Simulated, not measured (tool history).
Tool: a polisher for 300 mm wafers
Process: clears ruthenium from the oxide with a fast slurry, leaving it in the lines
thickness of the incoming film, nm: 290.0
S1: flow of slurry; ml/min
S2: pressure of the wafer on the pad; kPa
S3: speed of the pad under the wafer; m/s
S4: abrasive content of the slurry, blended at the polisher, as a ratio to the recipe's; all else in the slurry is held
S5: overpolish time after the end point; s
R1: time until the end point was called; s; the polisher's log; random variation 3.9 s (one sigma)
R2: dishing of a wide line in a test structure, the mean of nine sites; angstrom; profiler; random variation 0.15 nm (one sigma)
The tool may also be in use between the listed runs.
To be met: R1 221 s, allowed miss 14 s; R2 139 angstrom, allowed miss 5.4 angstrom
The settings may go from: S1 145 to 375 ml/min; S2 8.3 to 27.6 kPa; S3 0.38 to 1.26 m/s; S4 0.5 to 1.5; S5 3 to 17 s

Run 1, hour 0: S1 240 ml/min, S2 17.9 kPa, S3 0.82 m/s, S4 1, S5 9 s. Result: R1 102.7 s, R2 183.81 angstrom.
Run 2, hour 6.6: S1 240 ml/min, S2 17.9 kPa, S3 0.66 m/s, S4 1, S5 9 s. Result: R1 124.13 s, R2 157.5 angstrom.
Run 3, hour 11: S1 240 ml/min, S2 22.1 kPa, S3 0.66 m/s, S4 1, S5 9 s. Result: R1 102.13 s, R2 191.91 angstrom.
Run 4, hour 14: S1 240 ml/min, S2 22.1 kPa, S3 0.5 m/s, S4 1, S5 9 s. Result: R1 124.47 s, R2 157.78 angstrom.
Run 5, hour 15.3: S1 235 ml/min, S2 19.3 kPa, S3 0.5 m/s, S4 1, S5 10 s. Result: R1 145.88 s, R2 151.91 angstrom.
Run 6, hour 17.5: S1 280 ml/min, S2 19.3 kPa, S3 0.5 m/s, S4 1, S5 10 s. Result: R1 143.7 s, R2 154.42 angstrom.
Run 7, hour 23.1: S1 280 ml/min, S2 17.2 kPa, S3 0.5 m/s, S4 1, S5 11 s. Result: R1 155.83 s, R2 149.96 angstrom.
Run 8, hour 31.7: S1 275 ml/min, S2 15.9 kPa, S3 0.48 m/s, S4 1, S5 12 s. Result: R1 174.48 s, R2 147.23 angstrom.
Run 9, hour 35.5: S1 250 ml/min, S2 11.7 kPa, S3 0.46 m/s, S4 1, S5 14 s. Result: R1 242.67 s, R2 127.49 angstrom.
Run 10, hour 37.4: S1 260 ml/min, S2 11.7 kPa, S3 0.46 m/s, S4 1, S5 14 s. Result: R1 238.37 s, R2 127.17 angstrom.

5 next moves are on the table. One of them brings every result within its allowed miss. Which?
Run A, hour 39.3: S1 265 ml/min, S2 11 kPa, S3 0.5 m/s, S4 0.9, S5 16 s. Result: R1 ?, R2 ?.
Run B, hour 39.3: S1 250 ml/min, S2 11 kPa, S3 0.42 m/s, S4 1.1, S5 17 s. Result: R1 ?, R2 ?.
Run C, hour 39.3: S1 245 ml/min, S2 10.3 kPa, S3 0.58 m/s, S4 1.1, S5 14 s. Result: R1 ?, R2 ?.
Run D, hour 39.3: S1 290 ml/min, S2 12.4 kPa, S3 0.44 m/s, S4 1.4, S5 12 s. Result: R1 ?, R2 ?.
Run E, hour 39.3: S1 280 ml/min, S2 13.8 kPa, S3 0.42 m/s, S4 1, S5 15 s. Result: R1 ?, R2 ?.

move      R1      R2
   A  252.37     141
   B  258.67  145.97
   C  216.99   143.4
   D   198.6   134.6
   E  218.52  152.22
A: brings the result that was furthest off to its target, and leaves another outside
B: takes the result that was furthest off past its target
C: meets every target
D: brings the result that was furthest off to its target, and leaves another outside
E: takes the result that was furthest off past its target
The right move is C.
